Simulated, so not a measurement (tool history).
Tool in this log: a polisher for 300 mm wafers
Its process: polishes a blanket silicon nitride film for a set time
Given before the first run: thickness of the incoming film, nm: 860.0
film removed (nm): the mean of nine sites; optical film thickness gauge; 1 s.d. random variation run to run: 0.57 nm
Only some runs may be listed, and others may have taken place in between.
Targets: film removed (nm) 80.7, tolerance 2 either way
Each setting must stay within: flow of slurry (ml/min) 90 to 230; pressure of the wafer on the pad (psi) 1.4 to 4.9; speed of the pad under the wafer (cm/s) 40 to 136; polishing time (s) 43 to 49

run    day  flow of slurry (ml/min)  pressure of the wafer on the pad (psi)  speed of the pad under the wafer (cm/s)  polishing time (s)  film removed (nm)
  1      0                      150                                     3.1                                       88                  49             67.296
  2    0.3                      170                                     3.1                                       88                  49             68.939
  3  0.558                      190                                     3.1                                       88                  49             69.597
  4  0.662                      190                                     3.1                                       72                  49             59.659
  5  0.988                      190                                     3.1                                       58                  49             50.779
  6  1.279                      215                                     3.1                                       58                  49             50.814
  7  1.604                      215                                     3.6                                       58                  49             59.067
  8  1.917                      225                                     4.5                                       58                  49             74.572
  9  2.217                      225                                     4.6                                       58                  49             77.559
 10  2.388                      230                                     4.7                                       58                  49             77.357

Pick the move, out of 5, that brings all results within their allowed miss; only one does.
  A  2.558                      230                                     4.7                                       56                  49                  ?
  B  2.558                      230                                     4.6                                       66                  44                  ?
  C  2.558                      230                                     4.9                                       52                  49                  ?
  D  2.558                      220                                     4.8                                       54                  48                  ?
  E  2.558                      225                                     4.7                                       60                  49                  ?

move  film removed (nm)
   A             75.481
   B             75.227
   C             74.331
   D             73.026
   E             79.338
A: moves away from the targets compared with the last run
B: moves away from the targets compared with the last run
C: moves away from the targets compared with the last run
D: moves away from the targets compared with the last run
E: every result lands within tolerance
Correct choice: E, which meets every target
